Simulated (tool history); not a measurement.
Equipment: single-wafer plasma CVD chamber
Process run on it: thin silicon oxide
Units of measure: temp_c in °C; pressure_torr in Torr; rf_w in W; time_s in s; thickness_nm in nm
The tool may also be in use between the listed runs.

run 1 hour=0.0 | temp_c=380 pressure_torr=0.593 rf_w=365 time_s=11.52 | thickness_nm=17.225
run 2 hour=7.1 | temp_c=380 pressure_torr=0.602 rf_w=365 time_s=11.52 | thickness_nm=17.455
run 3 hour=12.4 | temp_c=380 pressure_torr=0.610 rf_w=365 time_s=11.52 | thickness_nm=17.687
run 4 hour=18.7 | temp_c=380 pressure_torr=0.610 rf_w=315 time_s=11.52 | thickness_nm=16.733
run 5 hour=25.3 | temp_c=373 pressure_torr=0.610 rf_w=315 time_s=11.52 | thickness_nm=16.753
run 6 hour=26.9 | temp_c=380 pressure_torr=0.610 rf_w=315 time_s=11.52 | thickness_nm=16.530
run 7 hour=27.9 | temp_c=380 pressure_torr=0.610 rf_w=315 time_s=11.52 | thickness_nm=16.520

Run 8 is up next; what results do you expect?
run 8 hour=31.0 | temp_c=380 pressure_torr=0.610 rf_w=315 time_s=11.52 | thickness_nm=?

thickness_nm: 16.580 nm
